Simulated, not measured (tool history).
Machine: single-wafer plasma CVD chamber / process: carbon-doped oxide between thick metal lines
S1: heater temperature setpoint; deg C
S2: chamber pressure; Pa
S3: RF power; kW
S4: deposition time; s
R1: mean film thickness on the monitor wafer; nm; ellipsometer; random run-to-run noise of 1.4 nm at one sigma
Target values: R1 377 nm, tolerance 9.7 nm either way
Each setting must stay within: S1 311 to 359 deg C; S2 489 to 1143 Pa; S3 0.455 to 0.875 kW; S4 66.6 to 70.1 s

{"run": 1, "day": 0.0, "S1": 335, "S2": 816, "S3": 0.665, "S4": 70.1, "R1": 440}
{"run": 2, "day": 0.25, "S1": 335, "S2": 721, "S3": 0.665, "S4": 70.1, "R1": 429.36}
{"run": 3, "day": 0.496, "S1": 330, "S2": 721, "S3": 0.665, "S4": 70.1, "R1": 433.32}
{"run": 4, "day": 0.654, "S1": 330, "S2": 721, "S3": 0.605, "S4": 70.1, "R1": 408.05}
{"run": 5, "day": 0.858, "S1": 330, "S2": 645, "S3": 0.605, "S4": 70.1, "R1": 396.93}
{"run": 6, "day": 1.083, "S1": 330, "S2": 645, "S3": 0.68, "S4": 70.1, "R1": 431.51}
{"run": 7, "day": 1.45, "S1": 331, "S2": 615, "S3": 0.66, "S4": 69.9, "R1": 417.91}
{"run": 8, "day": 1.546, "S1": 331, "S2": 591, "S3": 0.645, "S4": 69.7, "R1": 405.73}
{"run": 9, "day": 1.608, "S1": 332, "S2": 567, "S3": 0.64, "S4": 69.6, "R1": 397.95}
{"run": 10, "day": 1.867, "S1": 333, "S2": 548, "S3": 0.635, "S4": 69.6, "R1": 396.41}
{"run": 11, "day": 2.058, "S1": 333, "S2": 536, "S3": 0.63, "S4": 69.5, "R1": 387.96}
{"run": 12, "day": 2.354, "S1": 334, "S2": 527, "S3": 0.63, "S4": 69.5, "R1": 388.22}

Pick the move, out of 5, that brings all results within their allowed miss; only one does.
{"run": "A", "day": 2.65, "S1": 326, "S2": 509, "S3": 0.58, "S4": 70.1, "R1": "?"}
{"run": "B", "day": 2.65, "S1": 335, "S2": 535, "S3": 0.665, "S4": 70.1, "R1": "?"}
{"run": "C", "day": 2.65, "S1": 336, "S2": 528, "S3": 0.695, "S4": 66.6, "R1": "?"}
{"run": "D", "day": 2.65, "S1": 340, "S2": 592, "S3": 0.675, "S4": 70.1, "R1": "?"}
{"run": "E", "day": 2.65, "S1": 318, "S2": 489, "S3": 0.68, "S4": 66.6, "R1": "?"}

move=A R1=372.59
move=B R1=402.87
move=C R1=392.4
move=D R1=409.12
move=E R1=401.52
A: hits every target within its allowed miss
B: lands further from the targets than the last run did
C: lands further from the targets than the last run did
D: lands further from the targets than the last run did
E: lands further from the targets than the last run did
Go with A: it meets all targets.

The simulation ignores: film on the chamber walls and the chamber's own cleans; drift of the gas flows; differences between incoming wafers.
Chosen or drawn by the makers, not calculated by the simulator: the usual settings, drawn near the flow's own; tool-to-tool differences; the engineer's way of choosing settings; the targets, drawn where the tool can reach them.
